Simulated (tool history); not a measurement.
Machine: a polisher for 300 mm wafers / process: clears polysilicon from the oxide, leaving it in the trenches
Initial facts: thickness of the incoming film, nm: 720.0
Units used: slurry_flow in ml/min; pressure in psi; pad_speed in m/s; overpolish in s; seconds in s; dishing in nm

| run | day | slurry_flow | pressure | pad_speed | overpolish | seconds | dishing |
|---|---|---|---|---|---|---|---|
| 1 | 0 | 240 | 3.5 | 0.8 | 23 | 49.874 | 67.247 |
| 2 | 0.362 | 240 | 2.9 | 0.8 | 23 | 59.187 | 68.966 |
| 3 | 0.446 | 240 | 3.5 | 0.76 | 19 | 54.009 | 68.01 |
| 4 | 0.688 | 215 | 3.9 | 0.74 | 23 | 50.724 | 69.554 |
| 5 | 0.829 | 255 | 4 | 0.76 | 19 | 48.463 | 67.071 |
| 6 | 0.879 | 255 | 4 | 0.76 | 28 | 48.069 | 68.314 |
| 7 | 0.925 | 255 | 4 | 0.76 | 28 | 47.768 | 68.646 |
| 8 | 1.162 | 265 | 4.8 | 0.76 | 17 | 41.005 | 67.881 |
| 9 | 1.404 | 295 | 4.8 | 0.78 | 14 | 39.987 | 67.155 |
| 10 | 1.625 | 315 | 4.8 | 0.78 | 12 | 39.136 | 67.023 |
| 11 | 1.912 | 330 | 4.7 | 0.78 | 11 | 40.044 | 64.839 |
| 12 | 2.054 | 340 | 4.6 | 0.8 | 10 | 39.442 | 64.155 |

Forecast run 13:
| 13 | 2.196 | 350 | 4.4 | 0.82 | 9 | ? | ? |

Run 13 measured seconds 40.083 s, dishing 62.575 nm.
